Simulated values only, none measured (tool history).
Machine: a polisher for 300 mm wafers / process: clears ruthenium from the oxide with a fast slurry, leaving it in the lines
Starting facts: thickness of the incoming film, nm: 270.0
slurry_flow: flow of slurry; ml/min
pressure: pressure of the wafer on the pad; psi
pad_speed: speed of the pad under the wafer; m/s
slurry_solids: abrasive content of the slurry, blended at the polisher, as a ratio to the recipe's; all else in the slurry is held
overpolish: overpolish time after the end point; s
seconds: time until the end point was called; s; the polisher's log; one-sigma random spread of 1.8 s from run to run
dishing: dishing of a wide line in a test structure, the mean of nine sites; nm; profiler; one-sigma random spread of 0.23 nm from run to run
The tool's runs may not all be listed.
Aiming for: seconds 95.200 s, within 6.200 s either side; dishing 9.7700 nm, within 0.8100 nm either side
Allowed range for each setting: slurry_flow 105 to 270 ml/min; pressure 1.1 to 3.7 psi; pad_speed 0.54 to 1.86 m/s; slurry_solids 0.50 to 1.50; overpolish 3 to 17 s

| run | hour | slurry_flow | pressure | pad_speed | slurry_solids | overpolish | seconds | dishing |
|---|---|---|---|---|---|---|---|---|
| 1 | 0.0 | 175 | 2.4 | 1.18 | 1.00 | 9 | 53.658 | 34.7540 |
| 2 | 5.0 | 175 | 2.4 | 1.36 | 1.00 | 9 | 47.656 | 36.9180 |
| 3 | 7.8 | 160 | 2.1 | 1.38 | 0.90 | 8 | 56.278 | 29.6510 |
| 4 | 10.0 | 165 | 1.9 | 1.38 | 0.80 | 7 | 63.103 | 22.9650 |
| 5 | 10.8 | 165 | 1.9 | 1.38 | 0.65 | 7 | 69.959 | 22.0400 |
| 6 | 19.8 | 170 | 1.7 | 1.34 | 0.70 | 6 | 75.593 | 18.5140 |
| 7 | 21.2 | 170 | 1.7 | 1.34 | 0.70 | 6 | 79.628 | 18.1170 |
| 8 | 24.7 | 155 | 1.6 | 1.38 | 0.65 | 5 | 82.378 | 13.1110 |
| 9 | 25.7 | 145 | 1.6 | 1.38 | 0.65 | 5 | 79.793 | 13.9510 |
| 10 | 33.9 | 140 | 1.5 | 1.38 | 0.65 | 5 | 86.823 | 13.1540 |

4 candidate next runs follow, results not yet known. Just one meets every target within its allowed miss. Identify it.
| A | 42.1 | 130 | 1.6 | 1.34 | 0.90 | 6 | ? | ? |
| B | 42.1 | 155 | 1.5 | 1.30 | 0.95 | 7 | ? | ? |
| C | 42.1 | 175 | 1.3 | 1.28 | 0.85 | 4 | ? | ? |
| D | 42.1 | 165 | 1.5 | 1.26 | 0.65 | 7 | ? | ? |

| move | seconds | dishing |
|---|---|---|
| A | 77.335 | 17.6140 |
| B | 81.272 | 19.4010 |
| C | 96.899 | 9.6928 |
| D | 95.197 | 16.7570 |
A: the biggest miss grows against the last run
B: the biggest miss grows against the last run
C: in spec on every target
D: the biggest miss grows against the last run
The move that meets every target is C.

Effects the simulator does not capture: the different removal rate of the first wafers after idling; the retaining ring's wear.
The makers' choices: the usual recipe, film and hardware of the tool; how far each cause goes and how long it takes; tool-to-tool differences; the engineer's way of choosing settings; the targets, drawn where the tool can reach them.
